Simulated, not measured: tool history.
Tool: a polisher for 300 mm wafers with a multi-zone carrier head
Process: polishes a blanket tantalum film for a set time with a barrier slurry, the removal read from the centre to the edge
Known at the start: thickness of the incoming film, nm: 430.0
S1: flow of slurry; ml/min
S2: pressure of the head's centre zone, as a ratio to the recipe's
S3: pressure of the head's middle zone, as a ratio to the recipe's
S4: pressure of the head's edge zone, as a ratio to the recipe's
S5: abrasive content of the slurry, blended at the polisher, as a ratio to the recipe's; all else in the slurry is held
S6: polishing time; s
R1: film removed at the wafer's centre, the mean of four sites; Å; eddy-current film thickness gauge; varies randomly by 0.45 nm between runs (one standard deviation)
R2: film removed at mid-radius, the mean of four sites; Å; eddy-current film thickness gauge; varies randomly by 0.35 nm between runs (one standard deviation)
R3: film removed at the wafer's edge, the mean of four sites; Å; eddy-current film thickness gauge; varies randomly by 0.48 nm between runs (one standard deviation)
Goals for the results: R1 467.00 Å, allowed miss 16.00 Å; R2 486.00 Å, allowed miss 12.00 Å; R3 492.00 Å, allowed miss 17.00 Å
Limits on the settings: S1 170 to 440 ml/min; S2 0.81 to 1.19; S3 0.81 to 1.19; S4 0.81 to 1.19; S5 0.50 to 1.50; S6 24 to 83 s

{"run": 1, "day": 0.0, "S1": 280, "S2": 1.0, "S3": 1.0, "S4": 1.0, "S5": 1.0, "S6": 53, "R1": 569.39, "R2": 580.92, "R3": 579.9}
{"run": 2, "day": 0.238, "S1": 280, "S2": 0.95, "S3": 1.0, "S4": 1.0, "S5": 1.0, "S6": 53, "R1": 551.17, "R2": 578.66, "R3": 581.57}
{"run": 3, "day": 0.288, "S1": 275, "S2": 0.93, "S3": 0.98, "S4": 0.97, "S5": 0.95, "S6": 53, "R1": 535.7, "R2": 559.56, "R3": 549.5}
{"run": 4, "day": 0.329, "S1": 275, "S2": 0.89, "S3": 0.98, "S4": 0.97, "S5": 0.95, "S6": 53, "R1": 515.75, "R2": 562.51, "R3": 561.88}
{"run": 5, "day": 0.362, "S1": 275, "S2": 0.84, "S3": 0.98, "S4": 0.97, "S5": 0.95, "S6": 53, "R1": 477.25, "R2": 563.58, "R3": 555.71}
{"run": 6, "day": 0.479, "S1": 275, "S2": 0.84, "S3": 0.98, "S4": 0.97, "S5": 0.75, "S6": 53, "R1": 454.23, "R2": 530.31, "R3": 531.69}
{"run": 7, "day": 0.625, "S1": 265, "S2": 0.85, "S3": 0.97, "S4": 0.95, "S5": 0.75, "S6": 53, "R1": 461.66, "R2": 519.26, "R3": 523.77}
{"run": 8, "day": 0.746, "S1": 255, "S2": 0.85, "S3": 0.96, "S4": 0.93, "S5": 0.75, "S6": 53, "R1": 446.64, "R2": 515.74, "R3": 511.15}
{"run": 9, "day": 0.829, "S1": 255, "S2": 0.86, "S3": 0.95, "S4": 0.92, "S5": 0.75, "S6": 53, "R1": 460.97, "R2": 517.49, "R3": 509.38}
{"run": 10, "day": 0.879, "S1": 250, "S2": 0.87, "S3": 0.94, "S4": 0.92, "S5": 0.75, "S6": 53, "R1": 468.23, "R2": 506.49, "R3": 508.38}
{"run": 11, "day": 1.175, "S1": 245, "S2": 0.87, "S3": 0.93, "S4": 0.91, "S5": 0.75, "S6": 53, "R1": 455.27, "R2": 501.45, "R3": 507.91}

Below are 4 possible settings for the next run. Only one of them brings all results inside the allowed miss of their targets. Which is it?
{"run": "A", "day": 1.471, "S1": 230, "S2": 0.91, "S3": 0.93, "S4": 0.92, "S5": 0.7, "S6": 53, "R1": "?", "R2": "?", "R3": "?"}
{"run": "B", "day": 1.471, "S1": 220, "S2": 0.81, "S3": 0.98, "S4": 0.95, "S5": 0.8, "S6": 53, "R1": "?", "R2": "?", "R3": "?"}
{"run": "C", "day": 1.471, "S1": 225, "S2": 1.02, "S3": 0.94, "S4": 0.91, "S5": 0.85, "S6": 49, "R1": "?", "R2": "?", "R3": "?"}
{"run": "D", "day": 1.471, "S1": 240, "S2": 0.85, "S3": 0.97, "S4": 0.87, "S5": 0.7, "S6": 53, "R1": "?", "R2": "?", "R3": "?"}

move=A R1=463.23 R2=487.32 R3=496.26
move=B R1=429.76 R2=525.02 R3=519.71
move=C R1=499.16 R2=477.48 R3=480.06
move=D R1=438.62 R2=508.02 R3=485.64
A: hits every target within its allowed miss
B: further off than the last run
C: brings the last run's worst result on target, with another outside its allowed miss
D: further off than the last run
A is the move that brings every result within its allowed miss.
